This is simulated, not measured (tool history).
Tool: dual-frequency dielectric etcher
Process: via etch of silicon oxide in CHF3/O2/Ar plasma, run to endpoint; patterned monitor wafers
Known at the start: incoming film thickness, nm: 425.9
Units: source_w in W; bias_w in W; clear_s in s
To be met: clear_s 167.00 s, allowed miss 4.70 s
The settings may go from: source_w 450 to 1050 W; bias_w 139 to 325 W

| run | day | source_w | bias_w | clear_s |
|---|---|---|---|---|
| 1 | 0.000 | 750 | 232 | 186.19 |
| 2 | 0.150 | 780 | 235 | 182.13 |
| 3 | 0.312 | 680 | 235 | 193.04 |
| 4 | 0.400 | 710 | 239 | 187.92 |
| 5 | 0.612 | 710 | 257 | 186.81 |
| 6 | 0.979 | 710 | 220 | 194.88 |
| 7 | 1.292 | 740 | 223 | 190.46 |
| 8 | 1.583 | 770 | 226 | 185.71 |

Which of these 5 next moves meets every target?
| A | 1.875 | 630 | 227 | ? |
| B | 1.875 | 820 | 240 | ? |
| C | 1.875 | 950 | 244 | ? |
| D | 1.875 | 760 | 245 | ? |
| E | 1.875 | 610 | 180 | ? |

| move | clear_s |
|---|---|
| A | 201.42 |
| B | 178.13 |
| C | 167.05 |
| D | 182.93 |
| E | 214.85 |
A: further off than the last run
B: nearer than the last run, and not there yet
C: meets every target
D: nearer than the last run, and not there yet
E: further off than the last run
The right move is C.
